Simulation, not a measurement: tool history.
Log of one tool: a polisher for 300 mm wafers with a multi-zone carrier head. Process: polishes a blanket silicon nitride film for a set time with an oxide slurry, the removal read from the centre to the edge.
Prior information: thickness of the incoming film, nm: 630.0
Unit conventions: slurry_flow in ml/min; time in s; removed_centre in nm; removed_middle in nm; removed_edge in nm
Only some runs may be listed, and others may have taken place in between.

Run 1, hour 0.0: slurry_flow 315 ml/min, centre_zone 1.00, middle_zone 1.00, edge_zone 1.00, slurry_solids 1.00, time 64 s. Result: removed_centre 39.031 nm, removed_middle 39.803 nm, removed_edge 41.434 nm.
Run 2, hour 2.4: slurry_flow 315 ml/min, centre_zone 1.00, middle_zone 1.00, edge_zone 1.00, slurry_solids 1.00, time 75 s. Result: removed_centre 45.171 nm, removed_middle 46.593 nm, removed_edge 46.690 nm.
Run 3, hour 10.3: slurry_flow 315 ml/min, centre_zone 1.00, middle_zone 1.00, edge_zone 0.94, slurry_solids 1.00, time 75 s. Result: removed_centre 45.501 nm, removed_middle 46.182 nm, removed_edge 46.312 nm.
Run 4, hour 19.1: slurry_flow 315 ml/min, centre_zone 1.00, middle_zone 1.00, edge_zone 0.94, slurry_solids 1.10, time 75 s. Result: removed_centre 46.892 nm, removed_middle 48.570 nm, removed_edge 46.871 nm.
Run 5, hour 27.3: slurry_flow 320 ml/min, centre_zone 1.00, middle_zone 1.03, edge_zone 0.92, slurry_solids 1.05, time 71 s. Result: removed_centre 44.672 nm, removed_middle 46.201 nm, removed_edge 43.572 nm.
Run 6, hour 34.6: slurry_flow 325 ml/min, centre_zone 0.99, middle_zone 1.05, edge_zone 0.91, slurry_solids 1.00, time 69 s. Result: removed_centre 41.603 nm, removed_middle 44.933 nm, removed_edge 42.114 nm.
Run 7, hour 38.4: slurry_flow 325 ml/min, centre_zone 0.99, middle_zone 1.07, edge_zone 0.90, slurry_solids 0.95, time 66 s. Result: removed_centre 38.918 nm, removed_middle 42.331 nm, removed_edge 39.067 nm.

Run 8 comes next. What will it give?
Run 8, hour 39.1: slurry_flow 325 ml/min, centre_zone 0.99, middle_zone 1.09, edge_zone 0.89, slurry_solids 0.90, time 65 s. Result: removed_centre ?, removed_middle ?, removed_edge ?.

removed_centre: 37.311 nm
removed_middle: 42.157 nm
removed_edge: 37.155 nm
